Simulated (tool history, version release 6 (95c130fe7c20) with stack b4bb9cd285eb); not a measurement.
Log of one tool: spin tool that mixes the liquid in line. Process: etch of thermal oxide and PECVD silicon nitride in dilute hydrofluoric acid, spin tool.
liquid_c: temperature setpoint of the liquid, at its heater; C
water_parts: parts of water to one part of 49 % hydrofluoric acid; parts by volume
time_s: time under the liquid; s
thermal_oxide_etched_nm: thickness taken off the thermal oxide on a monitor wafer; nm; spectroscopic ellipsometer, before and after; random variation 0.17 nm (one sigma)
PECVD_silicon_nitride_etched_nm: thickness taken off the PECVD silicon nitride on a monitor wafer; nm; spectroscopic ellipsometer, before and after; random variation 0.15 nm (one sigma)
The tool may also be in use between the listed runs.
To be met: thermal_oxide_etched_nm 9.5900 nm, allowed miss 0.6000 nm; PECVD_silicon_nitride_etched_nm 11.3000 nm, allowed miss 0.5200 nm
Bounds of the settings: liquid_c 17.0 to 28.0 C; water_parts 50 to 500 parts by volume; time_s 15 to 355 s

| run | hour | liquid_c | water_parts | time_s | thermal_oxide_etched_nm | PECVD_silicon_nitride_etched_nm |
|---|---|---|---|---|---|---|
| 1 | 0.0 | 20.0 | 275 | 180 | 2.3387 | 2.8184 |
| 2 | 5.5 | 17.0 | 275 | 180 | 2.1413 | 2.3276 |
| 3 | 8.8 | 17.0 | 275 | 180 | 2.1803 | 2.3190 |
| 4 | 12.3 | 19.5 | 210 | 190 | 3.5166 | 3.6854 |
| 5 | 16.3 | 22.0 | 180 | 195 | 4.4706 | 5.2573 |
| 6 | 19.4 | 24.5 | 180 | 195 | 5.1742 | 6.1083 |
| 7 | 24.5 | 25.5 | 155 | 195 | 6.2484 | 7.6996 |
| 8 | 30.3 | 26.0 | 130 | 195 | 7.8125 | 9.1596 |
| 9 | 38.3 | 26.5 | 125 | 195 | 8.6050 | 10.0050 |
| 10 | 39.1 | 27.0 | 125 | 195 | 8.6919 | 10.5130 |

5 next moves are on the table. One of them brings every result within its allowed miss. Which?
| A | 39.9 | 25.5 | 130 | 195 | ? | ? |
| B | 39.9 | 22.5 | 105 | 235 | ? | ? |
| C | 39.9 | 23.5 | 95 | 220 | ? | ? |
| D | 39.9 | 26.0 | 125 | 225 | ? | ? |
| E | 39.9 | 26.5 | 95 | 190 | ? | ? |

| move | thermal_oxide_etched_nm | PECVD_silicon_nitride_etched_nm |
|---|---|---|
| A | 7.8320 | 9.2107 |
| B | 10.7070 | 11.2660 |
| C | 11.6700 | 12.4380 |
| D | 9.6385 | 11.4110 |
| E | 11.3430 | 13.0750 |
A: further off than the last run
B: brings the result that was furthest off to its target, and leaves another outside
C: takes the result that was furthest off past its target
D: meets every target
E: takes the result that was furthest off past its target
The right move is D.
